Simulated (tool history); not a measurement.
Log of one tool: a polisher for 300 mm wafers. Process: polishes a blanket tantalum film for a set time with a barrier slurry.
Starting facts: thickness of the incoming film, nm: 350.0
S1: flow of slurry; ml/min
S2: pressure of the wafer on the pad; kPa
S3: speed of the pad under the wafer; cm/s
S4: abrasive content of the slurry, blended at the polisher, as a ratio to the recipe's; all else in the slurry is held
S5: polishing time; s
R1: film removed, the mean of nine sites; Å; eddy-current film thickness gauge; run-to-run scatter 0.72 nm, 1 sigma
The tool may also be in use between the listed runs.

{"run": 1, "hour": 0.0, "S1": 250, "S2": 9.7, "S3": 126, "S4": 1, "S5": 93, "R1": 1276.2}
{"run": 2, "hour": 0.9, "S1": 250, "S2": 9.7, "S3": 126, "S4": 1, "S5": 98, "R1": 1329.5}
{"run": 3, "hour": 6.9, "S1": 250, "S2": 9.7, "S3": 126, "S4": 0.9, "S5": 98, "R1": 1310.9}
{"run": 4, "hour": 12.6, "S1": 250, "S2": 9.7, "S3": 126, "S4": 1.05, "S5": 98, "R1": 1333.4}
{"run": 5, "hour": 15.4, "S1": 245, "S2": 9.7, "S3": 126, "S4": 1.05, "S5": 98, "R1": 1355.6}
{"run": 6, "hour": 18.6, "S1": 245, "S2": 9.7, "S3": 126, "S4": 0.85, "S5": 98, "R1": 1281.1}
{"run": 7, "hour": 21.0, "S1": 240, "S2": 9.7, "S3": 126, "S4": 0.85, "S5": 98, "R1": 1266.8}
{"hour": 28.7, "done": "head pressure recalibrated"}
{"run": 8, "hour": 28.7, "S1": 230, "S2": 9.7, "S3": 126, "S4": 0.85, "S5": 98, "R1": 1464.2}
{"run": 9, "hour": 34.4, "S1": 235, "S2": 9.7, "S3": 126, "S4": 0.85, "S5": 98, "R1": 1451}
{"run": 10, "hour": 38.6, "S1": 245, "S2": 9.7, "S3": 126, "S4": 0.85, "S5": 98, "R1": 1453.8}
{"run": 11, "hour": 39.3, "S1": 240, "S2": 9.7, "S3": 126, "S4": 0.85, "S5": 98, "R1": 1465.8}
{"run": 12, "hour": 48.3, "S1": 255, "S2": 9.7, "S3": 126, "S4": 0.85, "S5": 98, "R1": 1454.2}

Run 13 is up next; what results do you expect?
{"run": 13, "hour": 55.4, "S1": 255, "S2": 6.9, "S3": 126, "S4": 0.85, "S5": 98, "R1": "?"}

R1: 1056.5 Å
